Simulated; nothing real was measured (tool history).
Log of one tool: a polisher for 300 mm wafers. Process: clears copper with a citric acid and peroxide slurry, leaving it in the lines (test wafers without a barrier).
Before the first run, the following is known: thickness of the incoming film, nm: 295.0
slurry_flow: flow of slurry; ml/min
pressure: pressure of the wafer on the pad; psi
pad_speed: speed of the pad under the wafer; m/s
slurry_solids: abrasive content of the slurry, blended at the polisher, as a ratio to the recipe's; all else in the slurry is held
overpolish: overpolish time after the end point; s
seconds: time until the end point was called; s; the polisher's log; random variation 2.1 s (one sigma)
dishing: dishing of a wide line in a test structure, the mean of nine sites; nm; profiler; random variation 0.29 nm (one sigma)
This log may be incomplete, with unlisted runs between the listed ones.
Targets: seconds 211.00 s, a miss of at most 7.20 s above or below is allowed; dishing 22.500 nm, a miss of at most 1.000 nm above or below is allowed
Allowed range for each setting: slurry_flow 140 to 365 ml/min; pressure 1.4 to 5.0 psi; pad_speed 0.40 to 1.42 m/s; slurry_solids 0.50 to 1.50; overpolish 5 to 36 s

{"run": 1, "hour": 0.0, "slurry_flow": 235, "pressure": 3.2, "pad_speed": 0.9, "slurry_solids": 1.0, "overpolish": 18, "seconds": 111.78, "dishing": 30.451}
{"run": 2, "hour": 1.4, "slurry_flow": 235, "pressure": 3.2, "pad_speed": 0.9, "slurry_solids": 1.0, "overpolish": 21, "seconds": 111.96, "dishing": 35.68}
{"run": 3, "hour": 6.6, "slurry_flow": 230, "pressure": 2.6, "pad_speed": 0.88, "slurry_solids": 1.0, "overpolish": 22, "seconds": 140.7, "dishing": 30.366}
{"run": 4, "hour": 9.8, "slurry_flow": 230, "pressure": 2.6, "pad_speed": 0.88, "slurry_solids": 1.0, "overpolish": 29, "seconds": 140.65, "dishing": 38.003}
{"run": 5, "hour": 18.0, "slurry_flow": 230, "pressure": 2.2, "pad_speed": 0.88, "slurry_solids": 1.0, "overpolish": 28, "seconds": 164.47, "dishing": 31.703}
{"run": 6, "hour": 19.1, "slurry_flow": 195, "pressure": 2.2, "pad_speed": 0.88, "slurry_solids": 1.0, "overpolish": 28, "seconds": 169.51, "dishing": 31.143}
{"run": 7, "hour": 26.1, "slurry_flow": 195, "pressure": 2.0, "pad_speed": 0.88, "slurry_solids": 1.0, "overpolish": 27, "seconds": 185.1, "dishing": 27.147}
{"run": 8, "hour": 28.0, "slurry_flow": 185, "pressure": 1.9, "pad_speed": 0.88, "slurry_solids": 1.0, "overpolish": 27, "seconds": 195.29, "dishing": 26.828}
{"run": 9, "hour": 29.4, "slurry_flow": 185, "pressure": 1.8, "pad_speed": 0.88, "slurry_solids": 1.0, "overpolish": 26, "seconds": 208.03, "dishing": 24.425}

Consider the 4 candidate settings below. Which is the only one whose results all fall within their allowed miss of target?
{"run": "A", "hour": 30.8, "slurry_flow": 275, "pressure": 1.8, "pad_speed": 0.82, "slurry_solids": 1.0, "overpolish": 24, "seconds": "?", "dishing": "?"}
{"run": "B", "hour": 30.8, "slurry_flow": 175, "pressure": 1.9, "pad_speed": 0.8, "slurry_solids": 1.15, "overpolish": 22, "seconds": "?", "dishing": "?"}
{"run": "C", "hour": 30.8, "slurry_flow": 140, "pressure": 1.7, "pad_speed": 1.0, "slurry_solids": 1.1, "overpolish": 27, "seconds": "?", "dishing": "?"}
{"run": "D", "hour": 30.8, "slurry_flow": 140, "pressure": 1.9, "pad_speed": 0.98, "slurry_solids": 1.0, "overpolish": 20, "seconds": "?", "dishing": "?"}

move=A seconds=208.58 dishing=22.090
move=B seconds=210.69 dishing=20.246
move=C seconds=199.66 dishing=25.487
move=D seconds=186.13 dishing=20.775
A: all results in spec
B: carries the result that was furthest off beyond its target, to the other side
C: moves away from the targets compared with the last run
D: carries the result that was furthest off beyond its target, to the other side
Move A is the one to make.
